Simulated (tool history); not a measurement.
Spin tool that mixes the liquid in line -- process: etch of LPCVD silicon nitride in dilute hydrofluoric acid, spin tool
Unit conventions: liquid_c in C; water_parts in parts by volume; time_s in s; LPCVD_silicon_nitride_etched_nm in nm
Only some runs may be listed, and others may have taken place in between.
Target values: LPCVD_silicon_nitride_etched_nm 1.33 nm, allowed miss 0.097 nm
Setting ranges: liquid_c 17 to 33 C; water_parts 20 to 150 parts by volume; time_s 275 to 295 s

run	hour	liquid_c	water_parts	time_s	LPCVD_silicon_nitride_etched_nm
1	0	25	85	275	1.9182
2	8.1	25	60	275	2.6519
3	8.7	25	60	275	2.7708
4	17.2	25	60	275	2.706
# hour 25: hydrofluoric acid flow meter replaced
5	25	25	60	295	2.6716
6	28.4	28.5	60	295	3.358
7	31.4	27	70	295	2.6364
8	40.1	27	70	295	2.6053

Below are 4 possible settings for the next run. Only one of them brings all results inside the allowed miss of their targets. Which is it?
A	48.8	29	60	295	?
B	48.8	26	55	295	?
C	48.8	23.5	135	275	?
D	48.8	28.5	140	275	?

move	LPCVD_silicon_nitride_etched_nm
A	3.574
B	3.2005
C	1.043
D	1.3834
A: lands further from the targets than the last run did
B: lands further from the targets than the last run did
C: the result that was furthest off in the last run now lies on the other side of its target
D: every result lands within tolerance
D meets every target.

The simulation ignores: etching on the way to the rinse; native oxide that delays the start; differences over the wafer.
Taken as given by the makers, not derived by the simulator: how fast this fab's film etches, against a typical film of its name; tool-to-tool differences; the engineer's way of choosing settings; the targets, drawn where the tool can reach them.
